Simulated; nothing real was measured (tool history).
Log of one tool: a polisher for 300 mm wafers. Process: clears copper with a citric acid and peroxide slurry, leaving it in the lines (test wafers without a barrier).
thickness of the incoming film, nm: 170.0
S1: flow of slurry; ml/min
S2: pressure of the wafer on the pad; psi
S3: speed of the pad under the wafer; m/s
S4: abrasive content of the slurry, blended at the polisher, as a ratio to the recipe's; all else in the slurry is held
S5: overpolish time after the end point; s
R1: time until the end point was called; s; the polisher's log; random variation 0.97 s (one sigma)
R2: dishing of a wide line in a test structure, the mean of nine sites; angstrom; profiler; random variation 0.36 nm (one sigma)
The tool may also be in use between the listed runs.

run,hour,S1,S2,S3,S4,S5,R1,R2
1,0.0,210,2.2,1.22,1.0,22,112.120,271.18
2,0.8,215,2.3,1.22,1.0,20,108.780,244.63
3,6.1,215,2.3,1.00,1.0,20,129.490,205.35
4,9.6,215,2.4,1.00,1.0,19,126.860,199.45
5,14.9,215,2.4,1.00,1.0,14,128.230,147.40
6,20.3,215,2.4,1.22,1.0,14,103.020,183.11
7,20.9,220,2.5,1.22,1.0,14,100.790,192.81

Forecast run 8:
8,26.6,220,2.6,1.22,1.0,14,?,?

Run 8 gave R1 98.382 s, R2 194.87 angstrom.

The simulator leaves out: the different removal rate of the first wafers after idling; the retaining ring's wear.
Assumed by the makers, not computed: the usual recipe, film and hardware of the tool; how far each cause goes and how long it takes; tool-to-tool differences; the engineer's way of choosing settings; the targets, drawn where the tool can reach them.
